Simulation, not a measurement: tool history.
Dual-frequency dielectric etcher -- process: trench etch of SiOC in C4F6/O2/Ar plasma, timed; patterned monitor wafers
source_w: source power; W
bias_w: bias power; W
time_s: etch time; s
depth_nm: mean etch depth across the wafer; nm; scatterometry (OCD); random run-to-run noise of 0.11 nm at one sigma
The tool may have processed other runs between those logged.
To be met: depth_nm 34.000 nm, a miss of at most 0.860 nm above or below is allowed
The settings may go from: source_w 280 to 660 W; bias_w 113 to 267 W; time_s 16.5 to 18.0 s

run 1 day=0.000 | source_w=470 bias_w=190 time_s=18.0 | depth_nm=42.150
run 2 day=0.162 | source_w=510 bias_w=190 time_s=18.0 | depth_nm=43.054
run 3 day=0.308 | source_w=510 bias_w=190 time_s=16.5 | depth_nm=39.553
run 4 day=0.508 | source_w=490 bias_w=184 time_s=16.5 | depth_nm=38.688
run 5 day=0.762 | source_w=490 bias_w=184 time_s=16.5 | depth_nm=38.818
run 6 day=0.829 | source_w=490 bias_w=205 time_s=16.5 | depth_nm=40.016
run 7 day=0.850 | source_w=470 bias_w=200 time_s=16.5 | depth_nm=39.081
run 8 day=1.162 | source_w=370 bias_w=178 time_s=16.5 | depth_nm=35.426
run 9 day=1.300 | source_w=360 bias_w=177 time_s=16.5 | depth_nm=35.243
run 10 day=1.354 | source_w=350 bias_w=176 time_s=16.5 | depth_nm=34.924

Which one of the following 4 next-run settings gets every result inside its allowed miss? There is exactly one.
run A day=1.408 | source_w=290 bias_w=170 time_s=18.0 | depth_nm=?
run B day=1.408 | source_w=320 bias_w=176 time_s=17.5 | depth_nm=?
run C day=1.408 | source_w=280 bias_w=184 time_s=17.0 | depth_nm=?
run D day=1.408 | source_w=340 bias_w=201 time_s=16.5 | depth_nm=?

move=A depth_nm=35.950
move=B depth_nm=36.140
move=C depth_nm=34.349
move=D depth_nm=35.823
A: further off than the last run
B: further off than the last run
C: each result inside its tolerance
D: further off than the last run
C meets every target.
